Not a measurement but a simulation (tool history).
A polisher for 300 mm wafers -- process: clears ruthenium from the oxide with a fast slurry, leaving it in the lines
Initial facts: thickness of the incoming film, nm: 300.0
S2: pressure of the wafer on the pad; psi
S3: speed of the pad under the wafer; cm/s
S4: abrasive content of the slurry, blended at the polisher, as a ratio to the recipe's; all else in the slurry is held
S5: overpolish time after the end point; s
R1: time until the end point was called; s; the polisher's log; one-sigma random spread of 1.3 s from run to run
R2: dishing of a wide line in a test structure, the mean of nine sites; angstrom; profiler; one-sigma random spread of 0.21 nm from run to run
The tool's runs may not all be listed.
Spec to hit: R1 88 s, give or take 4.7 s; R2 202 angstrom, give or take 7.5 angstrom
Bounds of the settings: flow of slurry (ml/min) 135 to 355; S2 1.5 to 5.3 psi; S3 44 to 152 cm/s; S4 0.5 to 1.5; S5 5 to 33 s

{"run": 1, "hour": 0.0, "flow of slurry (ml/min)": 225, "S2": 3.4, "S3": 98, "S4": 1, "S5": 17, "R1": 52.285, "R2": 354.72}
{"run": 2, "hour": 6.1, "flow of slurry (ml/min)": 225, "S2": 3.2, "S3": 96, "S4": 1, "S5": 15, "R1": 55.621, "R2": 326.75}
{"run": 3, "hour": 11.3, "flow of slurry (ml/min)": 225, "S2": 3.9, "S3": 96, "S4": 1, "S5": 15, "R1": 46.126, "R2": 355.33}
{"run": 4, "hour": 17.5, "flow of slurry (ml/min)": 225, "S2": 3.9, "S3": 96, "S4": 1, "S5": 10, "R1": 44.952, "R2": 296.5}
{"run": 5, "hour": 19.1, "flow of slurry (ml/min)": 225, "S2": 3.6, "S3": 94, "S4": 1, "S5": 9, "R1": 50.12, "R2": 269.29}
{"run": 6, "hour": 22.2, "flow of slurry (ml/min)": 225, "S2": 3.3, "S3": 94, "S4": 1, "S5": 9, "R1": 55.631, "R2": 254.43}
{"run": 7, "hour": 31.1, "flow of slurry (ml/min)": 225, "S2": 3.1, "S3": 94, "S4": 1, "S5": 9, "R1": 60.731, "R2": 248.27}
{"run": 8, "hour": 39.9, "flow of slurry (ml/min)": 225, "S2": 2.9, "S3": 94, "S4": 1, "S5": 9, "R1": 61.642, "R2": 238.66}
{"run": 9, "hour": 41.5, "flow of slurry (ml/min)": 225, "S2": 1.9, "S3": 86, "S4": 1, "S5": 11, "R1": 99.343, "R2": 198.79}

Pick the move, out of 5, that brings all results within their allowed miss; only one does.
{"run": "A", "hour": 43.1, "flow of slurry (ml/min)": 200, "S2": 1.8, "S3": 58, "S4": 1.25, "S5": 13, "R1": "?", "R2": "?"}
{"run": "B", "hour": 43.1, "flow of slurry (ml/min)": 215, "S2": 1.7, "S3": 90, "S4": 0.95, "S5": 12, "R1": "?", "R2": "?"}
{"run": "C", "hour": 43.1, "flow of slurry (ml/min)": 240, "S2": 2.3, "S3": 82, "S4": 0.9, "S5": 10, "R1": "?", "R2": "?"}
{"run": "D", "hour": 43.1, "flow of slurry (ml/min)": 135, "S2": 2.2, "S3": 56, "S4": 1, "S5": 14, "R1": "?", "R2": "?"}
{"run": "E", "hour": 43.1, "flow of slurry (ml/min)": 220, "S2": 1.8, "S3": 86, "S4": 1, "S5": 13, "R1": "?", "R2": "?"}

move=A R1=120.05 R2=196.98
move=B R1=111.17 R2=196.53
move=C R1=90.242 R2=200.22
move=D R1=120.15 R2=207.36
move=E R1=105.09 R2=216
A: the biggest miss grows against the last run
B: the biggest miss grows against the last run
C: all results land within tolerance of their targets
D: the biggest miss grows against the last run
E: the biggest miss grows against the last run
Answer: C
